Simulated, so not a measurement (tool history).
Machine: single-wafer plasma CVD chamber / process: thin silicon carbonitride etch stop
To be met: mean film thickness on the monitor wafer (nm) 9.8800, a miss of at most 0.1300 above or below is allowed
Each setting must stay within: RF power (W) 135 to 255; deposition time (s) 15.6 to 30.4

run,day,RF power (W),deposition time (s),mean film thickness on the monitor wafer (nm)
1,0.000,195,23.0,13.0550
2,0.075,195,20.3,11.5240
3,0.412,220,20.3,12.0480
4,0.775,205,20.3,11.6470
5,0.858,230,20.3,12.2020
6,1.021,205,19.8,11.4300
7,1.333,185,19.5,10.8510
8,1.492,170,19.4,10.4850
9,1.783,160,19.3,10.2480
10,1.858,155,19.3,10.0760

Below are 4 possible settings for the next run. Only one of them brings all results inside the allowed miss of their targets. Which is it?
A,1.933,155,19.5,?
B,1.933,160,19.4,?
C,1.933,140,19.7,?
D,1.933,165,18.9,?

move,mean film thickness on the monitor wafer (nm)
A,10.2280
B,10.2950
C,9.9455
D,10.1430
A: lands further from the targets than the last run did
B: lands further from the targets than the last run did
C: meets every target
D: lands further from the targets than the last run did
Move C is the one to make.
